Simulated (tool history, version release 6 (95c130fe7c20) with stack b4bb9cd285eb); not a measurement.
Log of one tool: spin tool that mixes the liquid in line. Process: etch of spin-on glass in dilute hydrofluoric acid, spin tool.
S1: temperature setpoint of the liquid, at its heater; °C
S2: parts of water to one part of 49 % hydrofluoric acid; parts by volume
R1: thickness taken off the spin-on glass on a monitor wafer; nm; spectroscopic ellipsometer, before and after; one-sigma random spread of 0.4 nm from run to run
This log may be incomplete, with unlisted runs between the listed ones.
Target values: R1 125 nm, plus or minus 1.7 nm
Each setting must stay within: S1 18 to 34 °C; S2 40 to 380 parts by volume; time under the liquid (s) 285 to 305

run 1 hour=0 | S1=26 S2=210 time_under_the_liquid_(s)=285 | R1=46.045
run 2 hour=1 | S1=26 S2=275 time_under_the_liquid_(s)=285 | R1=32.899
run 3 hour=3.2 | S1=26 S2=225 time_under_the_liquid_(s)=285 | R1=42.453
run 4 hour=7 | S1=27 S2=210 time_under_the_liquid_(s)=285 | R1=47.787
run 5 hour=11.3 | S1=27 S2=175 time_under_the_liquid_(s)=285 | R1=59.962
run 6 hour=12.2 | S1=27 S2=125 time_under_the_liquid_(s)=285 | R1=88.675
run 7 hour=19.6 | S1=27.5 S2=125 time_under_the_liquid_(s)=285 | R1=91.041
run 8 hour=24.2 | S1=28 S2=125 time_under_the_liquid_(s)=285 | R1=92.467
run 9 hour=30.8 | S1=32 S2=105 time_under_the_liquid_(s)=285 | R1=131.69

Pick the move, out of 4, that brings all results within their allowed miss; only one does.
run A hour=37.4 | S1=32 S2=110 time_under_the_liquid_(s)=285 | R1=?
run B hour=37.4 | S1=32 S2=105 time_under_the_liquid_(s)=305 | R1=?
run C hour=37.4 | S1=34 S2=110 time_under_the_liquid_(s)=305 | R1=?
run D hour=37.4 | S1=32.5 S2=110 time_under_the_liquid_(s)=305 | R1=?

move=A R1=124.73
move=B R1=140.86
move=C R1=143.48
move=D R1=135.93
A: in spec on every target
B: its largest miss is bigger than the last run's
C: its largest miss is bigger than the last run's
D: its largest miss is bigger than the last run's
Go with A: it meets all targets.

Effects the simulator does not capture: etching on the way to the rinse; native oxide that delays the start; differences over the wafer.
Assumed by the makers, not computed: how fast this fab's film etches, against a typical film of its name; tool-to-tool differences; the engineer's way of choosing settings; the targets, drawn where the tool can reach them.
